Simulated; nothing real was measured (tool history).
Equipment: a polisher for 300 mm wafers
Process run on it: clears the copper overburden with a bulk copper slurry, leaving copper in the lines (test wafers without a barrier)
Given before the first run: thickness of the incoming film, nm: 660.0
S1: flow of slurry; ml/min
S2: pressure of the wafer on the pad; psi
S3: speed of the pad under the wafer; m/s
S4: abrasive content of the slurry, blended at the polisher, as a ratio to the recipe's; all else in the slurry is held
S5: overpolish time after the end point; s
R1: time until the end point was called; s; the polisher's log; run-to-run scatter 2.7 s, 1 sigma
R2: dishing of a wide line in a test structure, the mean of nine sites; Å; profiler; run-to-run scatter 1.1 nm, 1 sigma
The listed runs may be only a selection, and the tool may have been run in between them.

run,hour,S1,S2,S3,S4,S5,R1,R2
1,0.0,305,1.8,0.92,1.00,14,130.74,482.94
2,4.2,305,1.8,0.92,1.15,14,129.25,470.27
3,5.8,305,1.8,0.92,1.35,14,124.47,499.51
4,8.0,305,1.8,0.92,1.35,8,121.70,318.19
5,16.3,305,1.7,0.92,1.35,9,131.09,340.19
6,20.5,305,1.7,0.92,1.20,9,134.23,323.95
7,22.3,305,1.7,0.92,1.20,10,133.75,364.84
8,26.6,305,1.6,0.92,1.20,11,139.78,376.72

Estimate the outcome of run 9 from the log above:
9,28.3,305,1.5,0.92,1.20,12,?,?

{"run 9": {"R1": 148.51, "R2": 375.82}}

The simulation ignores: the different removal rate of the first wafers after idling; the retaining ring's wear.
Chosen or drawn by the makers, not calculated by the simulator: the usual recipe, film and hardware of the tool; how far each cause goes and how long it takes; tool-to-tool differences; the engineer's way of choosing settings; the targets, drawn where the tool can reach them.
